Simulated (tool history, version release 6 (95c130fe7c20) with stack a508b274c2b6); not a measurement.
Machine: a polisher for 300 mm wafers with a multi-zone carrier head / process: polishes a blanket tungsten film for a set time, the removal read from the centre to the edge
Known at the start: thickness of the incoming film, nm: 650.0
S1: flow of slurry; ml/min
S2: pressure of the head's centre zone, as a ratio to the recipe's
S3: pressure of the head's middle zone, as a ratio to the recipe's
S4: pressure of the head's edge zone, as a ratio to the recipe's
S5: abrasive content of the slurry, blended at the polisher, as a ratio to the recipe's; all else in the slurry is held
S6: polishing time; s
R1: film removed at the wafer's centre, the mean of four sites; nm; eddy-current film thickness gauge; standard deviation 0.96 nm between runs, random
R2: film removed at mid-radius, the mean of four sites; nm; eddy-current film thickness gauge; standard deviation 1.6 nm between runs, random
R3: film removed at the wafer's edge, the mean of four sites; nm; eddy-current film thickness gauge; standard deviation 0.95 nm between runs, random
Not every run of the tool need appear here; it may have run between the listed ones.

{"run": 1, "hour": 0.0, "S1": 270, "S2": 1, "S3": 1, "S4": 1, "S5": 1, "S6": 29, "R1": 222.1, "R2": 222.84, "R3": 227.29}
{"run": 2, "hour": 7.9, "S1": 270, "S2": 1, "S3": 1, "S4": 1, "S5": 1, "S6": 23, "R1": 175.86, "R2": 180.33, "R3": 179.8}
{"run": 3, "hour": 12.0, "S1": 265, "S2": 0.98, "S3": 0.96, "S4": 0.97, "S5": 0.85, "S6": 22, "R1": 156.18, "R2": 153.48, "R3": 159.59}
{"run": 4, "hour": 16.5, "S1": 255, "S2": 0.95, "S3": 0.94, "S4": 0.93, "S5": 0.85, "S6": 22, "R1": 151.32, "R2": 148.8, "R3": 157.68}
{"run": 5, "hour": 17.2, "S1": 255, "S2": 0.94, "S3": 0.94, "S4": 0.91, "S5": 0.8, "S6": 22, "R1": 147.57, "R2": 146.75, "R3": 153.34}
{"run": 6, "hour": 18.9, "S1": 255, "S2": 0.94, "S3": 0.94, "S4": 0.95, "S5": 0.8, "S6": 22, "R1": 148.12, "R2": 150.87, "R3": 156.15}
{"run": 7, "hour": 22.3, "S1": 255, "S2": 0.94, "S3": 0.94, "S4": 0.95, "S5": 0.8, "S6": 22, "R1": 148.59, "R2": 147.6, "R3": 157.16}

What does the tool deliver on the next run?
{"run": 8, "hour": 25.7, "S1": 250, "S2": 0.93, "S3": 0.93, "S4": 0.92, "S5": 0.75, "S6": 22, "R1": "?", "R2": "?", "R3": "?"}

Run 8 measured R1 143.25 nm, R2 145.59 nm, R3 152.07 nm.

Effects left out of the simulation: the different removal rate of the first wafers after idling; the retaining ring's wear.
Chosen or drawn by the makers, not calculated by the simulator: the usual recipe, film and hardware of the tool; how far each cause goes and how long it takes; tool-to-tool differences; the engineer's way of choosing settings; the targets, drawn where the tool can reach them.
